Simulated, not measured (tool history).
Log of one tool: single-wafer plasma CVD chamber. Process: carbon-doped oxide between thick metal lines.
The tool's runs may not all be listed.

run	hour	heater temperature setpoint (°C)	chamber pressure (mTorr)	RF power (W)	deposition time (s)	mean film thickness on the monitor wafer (Å)
1	0.0	340	4180	580	238	13469
2	1.1	342	3970	555	238	13052
3	4.8	342	3970	595	238	13620
4	13.4	342	4690	595	238	13885
5	19.8	344	4520	560	238	13110
6	26.6	339	4520	560	238	13401
7	31.7	342	4380	540	238	12933
8	37.2	351	3540	465	238	10936

Forecast run 9:
9	39.3	349	3600	465	238	?

{"run 9": {"mean film thickness on the monitor wafer (Å)": 10896}}
